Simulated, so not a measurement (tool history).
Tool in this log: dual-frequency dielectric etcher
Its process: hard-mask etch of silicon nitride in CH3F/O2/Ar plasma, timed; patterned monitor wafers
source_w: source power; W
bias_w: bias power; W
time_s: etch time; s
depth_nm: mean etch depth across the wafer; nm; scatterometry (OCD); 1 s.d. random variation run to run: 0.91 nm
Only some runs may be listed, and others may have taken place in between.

run    day  source_w  bias_w  time_s  depth_nm
  1  0.000       470      91   285.0    211.86
  2  0.317       470      91   298.5    220.59
  3  0.488       470      82   298.5    209.45
  4  0.679       470      82   298.5    211.93
  5  0.712       470      82   298.5    210.11
  6  0.746       550      82   298.5    224.73
  7  0.867       570      84   298.5    230.42
  8  0.900       590      86   298.5    235.01
  9  1.067       600      88   298.5    238.41

Run 10 is up next; what results do you expect?
 10  1.158       610      89   298.5         ?

{"run 10": {"depth_nm": 241.97}}
